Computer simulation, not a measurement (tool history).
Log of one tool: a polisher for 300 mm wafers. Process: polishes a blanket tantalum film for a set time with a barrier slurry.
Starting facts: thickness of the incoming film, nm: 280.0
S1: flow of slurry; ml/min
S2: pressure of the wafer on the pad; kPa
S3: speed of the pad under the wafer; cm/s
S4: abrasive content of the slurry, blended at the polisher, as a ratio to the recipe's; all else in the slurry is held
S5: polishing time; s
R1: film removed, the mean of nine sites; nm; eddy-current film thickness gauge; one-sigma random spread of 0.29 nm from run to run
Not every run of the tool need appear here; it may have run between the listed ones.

{"run": 1, "day": 0.0, "S1": 300, "S2": 8.3, "S3": 84, "S4": 1.0, "S5": 38, "R1": 26.495}
{"run": 2, "day": 0.333, "S1": 305, "S2": 9.0, "S3": 84, "S4": 1.0, "S5": 38, "R1": 29.492}
{"run": 3, "day": 0.371, "S1": 315, "S2": 9.7, "S3": 84, "S4": 1.0, "S5": 38, "R1": 31.017}
{"run": 4, "day": 0.404, "S1": 315, "S2": 9.7, "S3": 96, "S4": 1.0, "S5": 38, "R1": 35.911}
{"run": 5, "day": 0.438, "S1": 315, "S2": 8.3, "S3": 96, "S4": 1.0, "S5": 38, "R1": 30.934}
{"run": 6, "day": 0.808, "S1": 315, "S2": 9.0, "S3": 96, "S4": 1.0, "S5": 38, "R1": 33.588}
{"run": 7, "day": 1.142, "S1": 315, "S2": 9.7, "S3": 96, "S4": 1.0, "S5": 38, "R1": 35.378}

What will run 8 give?
{"run": 8, "day": 1.479, "S1": 320, "S2": 9.7, "S3": 96, "S4": 1.0, "S5": 38, "R1": "?"}

Run 8 produced R1 35.511 nm.
